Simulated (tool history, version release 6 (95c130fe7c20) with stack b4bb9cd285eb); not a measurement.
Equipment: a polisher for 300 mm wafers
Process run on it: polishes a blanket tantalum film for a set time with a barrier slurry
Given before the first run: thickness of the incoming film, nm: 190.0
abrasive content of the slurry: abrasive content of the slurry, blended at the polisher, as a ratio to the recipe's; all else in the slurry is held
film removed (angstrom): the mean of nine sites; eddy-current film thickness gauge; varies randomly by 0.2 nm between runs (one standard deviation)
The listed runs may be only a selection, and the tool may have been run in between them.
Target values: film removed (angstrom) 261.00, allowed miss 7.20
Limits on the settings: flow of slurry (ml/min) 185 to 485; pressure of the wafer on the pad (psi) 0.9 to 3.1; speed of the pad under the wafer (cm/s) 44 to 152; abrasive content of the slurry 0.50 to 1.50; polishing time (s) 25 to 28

run	day	flow of slurry (ml/min)	pressure of the wafer on the pad (psi)	speed of the pad under the wafer (cm/s)	abrasive content of the slurry	polishing time (s)	film removed (angstrom)
1	0.000	310	2.0	98	1.00	28	527.95
2	0.108	310	1.8	96	1.00	28	469.11
3	0.250	310	1.8	112	1.00	28	540.68
4	0.538	310	1.7	108	1.00	28	489.61
5	0.588	310	1.7	108	1.10	28	510.31
6	0.729	310	1.7	108	0.90	28	475.65
7	1.096	310	1.6	106	0.90	28	441.72
8	1.292	310	1.5	104	0.90	28	406.77
9	1.446	310	1.5	104	0.90	28	406.97
10	1.633	310	1.4	102	0.90	28	381.09
11	1.688	310	1.3	100	0.90	28	348.77
12	1.721	310	1.2	100	0.90	28	319.76

Which single option among these 4 for the next run brings every result within its allowed miss of target? Just one does.
A	1.754	265	1.1	102	0.80	28	?
B	1.754	300	1.1	106	0.95	25	?
C	1.754	335	1.2	90	0.95	26	?
D	1.754	350	1.2	88	1.00	25	?

move	film removed (angstrom)
A	284.41
B	281.69
C	274.29
D	262.88
A: gains on the last run, yet a result remains outside its allowed miss
B: gains on the last run, yet a result remains outside its allowed miss
C: gains on the last run, yet a result remains outside its allowed miss
D: meets every target
Go with D: it meets all targets.
